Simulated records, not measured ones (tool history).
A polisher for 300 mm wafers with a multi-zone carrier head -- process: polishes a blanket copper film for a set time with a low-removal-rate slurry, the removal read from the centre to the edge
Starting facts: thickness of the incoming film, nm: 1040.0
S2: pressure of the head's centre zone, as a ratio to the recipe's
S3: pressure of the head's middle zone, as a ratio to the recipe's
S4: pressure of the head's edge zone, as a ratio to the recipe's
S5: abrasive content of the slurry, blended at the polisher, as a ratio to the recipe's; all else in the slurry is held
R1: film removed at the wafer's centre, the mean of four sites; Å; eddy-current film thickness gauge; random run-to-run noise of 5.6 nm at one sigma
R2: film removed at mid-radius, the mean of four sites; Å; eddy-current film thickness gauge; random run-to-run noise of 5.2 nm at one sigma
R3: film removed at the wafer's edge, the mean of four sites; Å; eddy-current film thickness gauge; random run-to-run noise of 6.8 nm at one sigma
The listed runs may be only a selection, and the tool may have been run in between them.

run 1 hour=0 | flow_of_slurry_(ml/min)=195 S2=1 S3=1 S4=1 S5=1 polishing_time_(s)=76 | R1=3557.1 R2=3549.4 R3=3633.7
run 2 hour=5 | flow_of_slurry_(ml/min)=215 S2=1 S3=1 S4=1 S5=1 polishing_time_(s)=76 | R1=3544 R2=3566.5 R3=3427.4
run 3 hour=10.3 | flow_of_slurry_(ml/min)=215 S2=1 S3=1 S4=0.95 S5=1 polishing_time_(s)=76 | R1=3553.7 R2=3499.2 R3=3392.7
run 4 hour=18.7 | flow_of_slurry_(ml/min)=215 S2=1 S3=1 S4=0.95 S5=1 polishing_time_(s)=85 | R1=3964.3 R2=3966.4 R3=3974.6
run 5 hour=27.4 | flow_of_slurry_(ml/min)=205 S2=1 S3=1.02 S4=0.98 S5=1.1 polishing_time_(s)=86 | R1=4044.7 R2=4125.5 R3=4103.2
run 6 hour=30.5 | flow_of_slurry_(ml/min)=200 S2=1 S3=1.04 S4=1 S5=1.15 polishing_time_(s)=88 | R1=4192.7 R2=4273.3 R3=4232.3

What will run 7 give?
run 7 hour=33.6 | flow_of_slurry_(ml/min)=195 S2=0.99 S3=1.05 S4=1.01 S5=1.2 polishing_time_(s)=90 | R1=? R2=? R3=?

{"run 7": {"R1": 4334.9, "R2": 4490.3, "R3": 4380}}
